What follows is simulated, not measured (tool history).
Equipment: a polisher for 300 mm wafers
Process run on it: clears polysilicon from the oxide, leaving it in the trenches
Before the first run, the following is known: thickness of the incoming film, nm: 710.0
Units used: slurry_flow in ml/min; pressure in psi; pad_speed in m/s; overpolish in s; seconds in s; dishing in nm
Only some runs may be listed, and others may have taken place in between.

| run | hour | slurry_flow | pressure | pad_speed | overpolish | seconds | dishing |
|---|---|---|---|---|---|---|---|
| 1 | 0 | 270 | 2 | 1.06 | 29 | 87.754 | 69.639 |
| 2 | 7.9 | 270 | 2 | 1.2 | 29 | 77.698 | 70.082 |
| 3 | 10.8 | 335 | 2 | 1.2 | 29 | 77.715 | 69.001 |
| 4 | 13.2 | 305 | 2 | 1.2 | 29 | 76.452 | 70.615 |
| 5 | 19.2 | 325 | 2 | 1.18 | 25 | 77.62 | 68.37 |
| 6 | 23.1 | 285 | 2 | 1.18 | 25 | 79.068 | 69.328 |
| 7 | 26.2 | 360 | 1.6 | 1.18 | 11 | 93.363 | 53.076 |
| 8 | 27.5 | 370 | 1.6 | 1.2 | 11 | 93.494 | 53.156 |
| 9 | 29.6 | 380 | 1.6 | 1.22 | 11 | 89.509 | 52.655 |

Predict the results of run 10:
| 10 | 32 | 390 | 1.6 | 1.24 | 11 | ? | ? |

seconds: 87.699 s
dishing: 53.725 nm
